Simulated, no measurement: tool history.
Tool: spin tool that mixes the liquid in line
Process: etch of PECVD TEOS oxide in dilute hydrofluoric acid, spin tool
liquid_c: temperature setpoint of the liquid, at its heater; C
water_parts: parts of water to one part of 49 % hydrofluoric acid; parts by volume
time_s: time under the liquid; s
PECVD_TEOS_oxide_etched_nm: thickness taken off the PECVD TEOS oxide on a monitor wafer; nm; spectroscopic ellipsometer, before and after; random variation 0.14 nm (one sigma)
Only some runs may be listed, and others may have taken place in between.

| run | hour | liquid_c | water_parts | time_s | PECVD_TEOS_oxide_etched_nm |
|---|---|---|---|---|---|
| 1 | 0.0 | 20 | 235 | 280 | 10.515 |
| 2 | 4.4 | 20 | 235 | 280 | 10.567 |
| 3 | 11.9 | 20 | 165 | 280 | 16.103 |
| 4 | 17.0 | 20 | 165 | 300 | 17.262 |
| 5 | 19.7 | 17 | 165 | 300 | 15.358 |
| 6 | 26.7 | 19 | 165 | 300 | 16.680 |
| 7 | 32.7 | 20 | 160 | 300 | 17.739 |

Run 8 has not been measured yet. What should we expect?
|  | 40.1 | hydrofluoric acid flow meter replaced |
| 8 | 40.1 | 21 | 155 | 300 | ? |

{"run 8": {"PECVD_TEOS_oxide_etched_nm": 21.487}}

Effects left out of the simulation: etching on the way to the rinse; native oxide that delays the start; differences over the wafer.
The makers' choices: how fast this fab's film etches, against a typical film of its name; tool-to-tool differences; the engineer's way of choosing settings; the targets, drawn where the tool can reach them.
